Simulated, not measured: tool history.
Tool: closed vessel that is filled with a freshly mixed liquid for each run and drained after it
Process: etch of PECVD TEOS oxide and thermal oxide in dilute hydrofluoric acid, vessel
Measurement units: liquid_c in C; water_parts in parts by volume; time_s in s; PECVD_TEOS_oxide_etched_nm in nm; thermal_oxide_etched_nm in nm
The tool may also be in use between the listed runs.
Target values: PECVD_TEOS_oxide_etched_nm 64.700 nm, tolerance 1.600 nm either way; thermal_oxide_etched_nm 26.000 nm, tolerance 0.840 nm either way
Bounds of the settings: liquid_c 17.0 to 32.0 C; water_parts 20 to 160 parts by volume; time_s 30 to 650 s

Run 1, day 0.000: liquid_c 24.0 C, water_parts 90 parts by volume, time_s 330 s. Result: PECVD_TEOS_oxide_etched_nm 39.742 nm, thermal_oxide_etched_nm 15.799 nm.
Run 2, day 0.121: liquid_c 20.5 C, water_parts 90 parts by volume, time_s 330 s. Result: PECVD_TEOS_oxide_etched_nm 34.698 nm, thermal_oxide_etched_nm 13.901 nm.
Run 3, day 0.446: liquid_c 23.5 C, water_parts 90 parts by volume, time_s 330 s. Result: PECVD_TEOS_oxide_etched_nm 39.177 nm, thermal_oxide_etched_nm 15.924 nm.
Run 4, day 0.562: liquid_c 23.5 C, water_parts 120 parts by volume, time_s 330 s. Result: PECVD_TEOS_oxide_etched_nm 28.336 nm, thermal_oxide_etched_nm 11.292 nm.
Run 5, day 0.712: liquid_c 23.5 C, water_parts 120 parts by volume, time_s 405 s. Result: PECVD_TEOS_oxide_etched_nm 34.528 nm, thermal_oxide_etched_nm 13.938 nm.
Run 6, day 0.942: liquid_c 25.0 C, water_parts 115 parts by volume, time_s 405 s. Result: PECVD_TEOS_oxide_etched_nm 38.647 nm, thermal_oxide_etched_nm 15.730 nm.
Run 7, day 1.171: liquid_c 26.0 C, water_parts 110 parts by volume, time_s 405 s. Result: PECVD_TEOS_oxide_etched_nm 42.095 nm, thermal_oxide_etched_nm 16.554 nm.
Run 8, day 1.462: liquid_c 26.5 C, water_parts 105 parts by volume, time_s 405 s. Result: PECVD_TEOS_oxide_etched_nm 45.390 nm, thermal_oxide_etched_nm 18.160 nm.
At day 1.667: hydrofluoric acid flow meter replaced.
Run 9, day 1.667: liquid_c 27.5 C, water_parts 100 parts by volume, time_s 405 s. Result: PECVD_TEOS_oxide_etched_nm 52.937 nm, thermal_oxide_etched_nm 21.137 nm.
Run 10, day 1.900: liquid_c 28.0 C, water_parts 100 parts by volume, time_s 405 s. Result: PECVD_TEOS_oxide_etched_nm 53.437 nm, thermal_oxide_etched_nm 21.437 nm.
Run 11, day 1.946: liquid_c 28.5 C, water_parts 100 parts by volume, time_s 405 s. Result: PECVD_TEOS_oxide_etched_nm 54.571 nm, thermal_oxide_etched_nm 21.922 nm.
Run 12, day 2.317: liquid_c 29.0 C, water_parts 100 parts by volume, time_s 405 s. Result: PECVD_TEOS_oxide_etched_nm 55.680 nm, thermal_oxide_etched_nm 22.666 nm.
Run 13, day 2.688: liquid_c 29.5 C, water_parts 100 parts by volume, time_s 405 s. Result: PECVD_TEOS_oxide_etched_nm 56.889 nm, thermal_oxide_etched_nm 22.820 nm.
Run 14, day 2.729: liquid_c 30.0 C, water_parts 100 parts by volume, time_s 405 s. Result: PECVD_TEOS_oxide_etched_nm 58.049 nm, thermal_oxide_etched_nm 23.218 nm.

Which single option among these 4 for the next run brings every result within its allowed miss of target? Just one does.
Run A, day 2.771: liquid_c 19.5 C, water_parts 70 parts by volume, time_s 485 s. Result: PECVD_TEOS_oxide_etched_nm ?, thermal_oxide_etched_nm ?.
Run B, day 2.771: liquid_c 31.5 C, water_parts 115 parts by volume, time_s 505 s. Result: PECVD_TEOS_oxide_etched_nm ?, thermal_oxide_etched_nm ?.
Run C, day 2.771: liquid_c 17.0 C, water_parts 95 parts by volume, time_s 650 s. Result: PECVD_TEOS_oxide_etched_nm ?, thermal_oxide_etched_nm ?.
Run D, day 2.771: liquid_c 29.0 C, water_parts 90 parts by volume, time_s 445 s. Result: PECVD_TEOS_oxide_etched_nm ?, thermal_oxide_etched_nm ?.

move  PECVD_TEOS_oxide_etched_nm  thermal_oxide_etched_nm
   A                      67.638                   27.532
   B                      64.824                   26.386
   C                      58.478                   23.803
   D                      68.883                   28.038
A: moves the result that the last run missed by most past its target, out the other side
B: in spec on every target
C: moves toward the targets from the last run without getting all of them in spec
D: moves the result that the last run missed by most past its target, out the other side
B is the move that brings every result within its allowed miss.
